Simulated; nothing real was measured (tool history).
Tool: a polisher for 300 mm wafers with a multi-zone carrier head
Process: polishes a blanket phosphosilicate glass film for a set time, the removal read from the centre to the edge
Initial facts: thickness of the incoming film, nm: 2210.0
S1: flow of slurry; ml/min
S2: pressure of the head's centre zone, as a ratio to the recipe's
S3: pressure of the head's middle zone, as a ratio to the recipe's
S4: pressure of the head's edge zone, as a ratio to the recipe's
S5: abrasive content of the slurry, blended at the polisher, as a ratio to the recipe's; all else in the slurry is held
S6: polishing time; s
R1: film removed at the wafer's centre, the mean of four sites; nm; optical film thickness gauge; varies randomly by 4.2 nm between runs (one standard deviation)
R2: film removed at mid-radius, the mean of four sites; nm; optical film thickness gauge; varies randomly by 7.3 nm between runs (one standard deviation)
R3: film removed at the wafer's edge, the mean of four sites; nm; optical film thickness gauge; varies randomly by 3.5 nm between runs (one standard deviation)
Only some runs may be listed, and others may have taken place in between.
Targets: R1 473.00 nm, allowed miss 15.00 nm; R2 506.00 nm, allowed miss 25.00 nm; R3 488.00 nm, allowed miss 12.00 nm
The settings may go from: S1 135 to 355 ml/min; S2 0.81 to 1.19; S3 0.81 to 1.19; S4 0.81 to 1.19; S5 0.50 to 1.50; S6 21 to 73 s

run    day   S1    S2    S3    S4    S5  S6      R1      R2      R3
  1  0.000  225  1.00  1.00  1.00  1.00  47  390.96  388.78  390.17
  2  0.358  235  1.01  1.03  1.04  1.05  47  407.31  405.97  410.75
  3  0.417  245  1.02  1.07  1.06  1.10  47  420.50  421.34  412.30
  4  0.612  245  1.02  1.01  1.06  1.10  47  424.57  411.31  421.42
  5  0.975  255  1.01  1.04  1.08  1.15  47  430.88  430.45  423.03
  6  1.058  245  1.00  1.04  1.09  1.25  47  435.28  442.94  438.03
  7  1.138  250  0.99  1.04  1.11  1.30  47  438.34  456.73  458.84
  8  1.267  260  0.99  1.05  1.12  1.35  47  457.82  466.37  463.18
  9  1.358  260  0.98  1.06  1.13  1.40  47  459.83  474.27  472.70
 10  1.646  265  0.98  1.07  1.14  1.40  47  451.84  466.27  472.28
 11  1.696  260  0.98  1.08  1.13  1.40  47  457.59  484.71  466.47
 12  1.954  260  0.98  1.08  1.14  1.40  47  447.35  484.27  467.98
 13  1.988  265  0.98  1.08  1.15  1.40  47  455.11  467.06  473.19

Exercise: of the 4 proposed moves below, exactly one satisfies all targets within the stated allowed misses. Which move is it?
  A  2.021  145  0.89  1.08  1.11  1.40  52   ?   ?   ?
  B  2.021  250  0.88  0.86  1.19  1.50  47   ?   ?   ?
  C  2.021  235  1.11  1.19  1.00  1.50  46   ?   ?   ?
  D  2.021  240  0.99  1.11  1.15  1.40  49   ?   ?   ?

move      R1      R2      R3
   A  430.57  497.60  496.66
   B  427.90  419.03  499.44
   C  472.73  516.32  452.13
   D  461.73  510.30  497.74
A: corrects the largest miss of the last run, while another result sits out of spec
B: misses by more than the last run did
C: corrects the largest miss of the last run, while another result sits out of spec
D: in spec on every target
So the answer is move D, the one that meets all the targets.

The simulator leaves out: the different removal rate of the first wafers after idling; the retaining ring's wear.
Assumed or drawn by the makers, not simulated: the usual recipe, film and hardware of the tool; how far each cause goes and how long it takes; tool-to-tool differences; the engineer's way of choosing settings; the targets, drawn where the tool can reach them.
